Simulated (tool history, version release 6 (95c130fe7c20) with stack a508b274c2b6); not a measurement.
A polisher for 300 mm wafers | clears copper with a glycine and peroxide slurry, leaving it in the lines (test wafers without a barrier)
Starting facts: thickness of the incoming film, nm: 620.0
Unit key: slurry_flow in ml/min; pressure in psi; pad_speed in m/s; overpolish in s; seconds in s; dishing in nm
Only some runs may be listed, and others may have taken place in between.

| run | hour | slurry_flow | pressure | pad_speed | overpolish | seconds | dishing |
|---|---|---|---|---|---|---|---|
| 1 | 0 | 135 | 3.3 | 0.92 | 23 | 129.77 | 54.558 |
| 2 | 1.2 | 135 | 3.3 | 0.8 | 23 | 137.66 | 53.803 |
| 3 | 10 | 115 | 3.3 | 0.8 | 23 | 145.61 | 53.065 |
| 4 | 16.7 | 115 | 3.2 | 0.8 | 24 | 145.63 | 52.656 |
| 5 | 24.6 | 115 | 3.2 | 0.68 | 24 | 166.8 | 50.722 |
| 6 | 27.2 | 115 | 3.2 | 0.68 | 25 | 167.47 | 52.182 |
| 7 | 32.7 | 115 | 3.2 | 0.68 | 26 | 164.27 | 52.33 |
| 8 | 36.4 | 115 | 3.2 | 0.68 | 28 | 163.28 | 55.763 |

The next listed run, before its measurement:
| 9 | 43.6 | 110 | 2.7 | 0.64 | 39 | ? | ? |

seconds: 201.2 s
dishing: 60.296 nm

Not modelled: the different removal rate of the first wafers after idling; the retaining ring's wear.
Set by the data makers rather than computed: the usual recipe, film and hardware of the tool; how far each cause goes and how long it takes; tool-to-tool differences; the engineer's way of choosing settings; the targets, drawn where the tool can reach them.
